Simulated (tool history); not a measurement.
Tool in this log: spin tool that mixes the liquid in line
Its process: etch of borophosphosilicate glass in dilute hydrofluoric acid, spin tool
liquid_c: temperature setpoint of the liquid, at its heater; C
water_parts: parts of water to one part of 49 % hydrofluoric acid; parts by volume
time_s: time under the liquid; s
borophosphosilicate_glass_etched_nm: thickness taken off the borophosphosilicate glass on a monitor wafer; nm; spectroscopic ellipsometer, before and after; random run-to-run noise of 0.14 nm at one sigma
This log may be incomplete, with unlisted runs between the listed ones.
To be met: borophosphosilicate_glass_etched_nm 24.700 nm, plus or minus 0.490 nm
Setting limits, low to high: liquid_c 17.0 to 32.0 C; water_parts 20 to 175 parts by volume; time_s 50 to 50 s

run	hour	liquid_c	water_parts	time_s	borophosphosilicate_glass_etched_nm
1	0.0	24.0	95	50	16.166
2	6.1	25.0	95	50	16.682
3	11.0	25.0	95	50	16.664
4	16.4	25.0	75	50	21.601
5	20.5	25.5	75	50	22.233
6	23.4	25.5	75	50	22.129
7	24.8	26.0	75	50	22.526
8	31.4	26.0	75	50	22.910
9	40.1	27.0	75	50	23.859
10	46.6	27.5	75	50	24.157
11	47.3	27.5	75	50	24.125

Consider the 4 candidate settings below. Which is the only one whose results all fall within their allowed miss of target?
A	48.0	25.0	70	50	?
B	48.0	29.0	80	50	?
C	48.0	28.5	80	50	?
D	48.0	26.0	70	50	?

move	borophosphosilicate_glass_etched_nm
A	23.379
B	23.616
C	23.165
D	24.333
A: moves away from the targets compared with the last run
B: moves away from the targets compared with the last run
C: moves away from the targets compared with the last run
D: each result inside its tolerance
D meets every target.

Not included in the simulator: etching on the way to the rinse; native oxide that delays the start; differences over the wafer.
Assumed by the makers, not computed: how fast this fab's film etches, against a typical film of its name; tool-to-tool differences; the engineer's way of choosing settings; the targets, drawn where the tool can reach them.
